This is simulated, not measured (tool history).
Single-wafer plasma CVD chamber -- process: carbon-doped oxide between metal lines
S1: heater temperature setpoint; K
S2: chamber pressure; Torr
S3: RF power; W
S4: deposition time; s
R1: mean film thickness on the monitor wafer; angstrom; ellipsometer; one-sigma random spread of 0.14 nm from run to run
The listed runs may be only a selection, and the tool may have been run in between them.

{"run": 1, "day": 0.0, "S1": 628.15, "S2": 6.89, "S3": 590, "S4": 9.1, "R1": 552.89}
{"run": 2, "day": 0.075, "S1": 628.15, "S2": 6.89, "S3": 590, "S4": 9.1, "R1": 554.71}
{"run": 3, "day": 0.246, "S1": 628.15, "S2": 6.89, "S3": 515, "S4": 9.1, "R1": 503.61}
{"run": 4, "day": 0.392, "S1": 628.15, "S2": 8.04, "S3": 515, "S4": 9.1, "R1": 509.6}
{"run": 5, "day": 0.438, "S1": 624.15, "S2": 8.22, "S3": 540, "S4": 9.1, "R1": 532.08}
{"run": 6, "day": 0.746, "S1": 624.15, "S2": 8.22, "S3": 510, "S4": 9.1, "R1": 514.11}
{"run": 7, "day": 0.917, "S1": 621.15, "S2": 8.37, "S3": 535, "S4": 9.1, "R1": 535.98}
{"run": 8, "day": 1.254, "S1": 618.15, "S2": 8.49, "S3": 550, "S4": 9.1, "R1": 547.81}
{"run": 9, "day": 1.471, "S1": 616.15, "S2": 8.6, "S3": 565, "S4": 9.1, "R1": 566.44}
{"run": 10, "day": 1.625, "S1": 614.15, "S2": 8.68, "S3": 575, "S4": 9.1, "R1": 571.26}
{"run": 11, "day": 1.958, "S1": 613.15, "S2": 8.76, "S3": 585, "S4": 9.1, "R1": 582.04}

Expected results for the next run?
{"run": 12, "day": 2.121, "S1": 612.15, "S2": 8.82, "S3": 590, "S4": 9.1, "R1": "?"}

{"run 12": {"R1": 588.19}}
